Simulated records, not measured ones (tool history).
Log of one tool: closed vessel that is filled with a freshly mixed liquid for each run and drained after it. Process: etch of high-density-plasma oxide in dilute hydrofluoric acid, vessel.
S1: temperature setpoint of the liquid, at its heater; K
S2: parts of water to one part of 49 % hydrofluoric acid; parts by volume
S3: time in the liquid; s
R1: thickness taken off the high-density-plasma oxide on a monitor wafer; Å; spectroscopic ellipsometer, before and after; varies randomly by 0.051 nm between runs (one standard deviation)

| run | day | S1 | S2 | S3 | R1 |
|---|---|---|---|---|---|
| 1 | 0 | 297.15 | 145 | 340 | 111.38 |
| 2 | 0.258 | 297.15 | 145 | 340 | 111.64 |
| 3 | 0.392 | 295.15 | 160 | 340 | 91.34 |
| 4 | 0.571 | 293.65 | 170 | 340 | 79.965 |
| 5 | 0.617 | 293.65 | 205 | 340 | 63.909 |
| 6 | 0.662 | 293.65 | 160 | 340 | 87.324 |
| 7 | 0.838 | 292.65 | 170 | 340 | 76.91 |
| 8 | 0.938 | 292.15 | 175 | 340 | 73.358 |
| 9 | 1.05 | 291.65 | 180 | 340 | 69.203 |
| 10 | 1.312 | 291.15 | 185 | 340 | 66.398 |

Run 11, settings as shown, results not yet in. Your forecast:
| 11 | 1.6 | 290.65 | 190 | 340 | ? |

Run 11 measured R1 62.403 Å.

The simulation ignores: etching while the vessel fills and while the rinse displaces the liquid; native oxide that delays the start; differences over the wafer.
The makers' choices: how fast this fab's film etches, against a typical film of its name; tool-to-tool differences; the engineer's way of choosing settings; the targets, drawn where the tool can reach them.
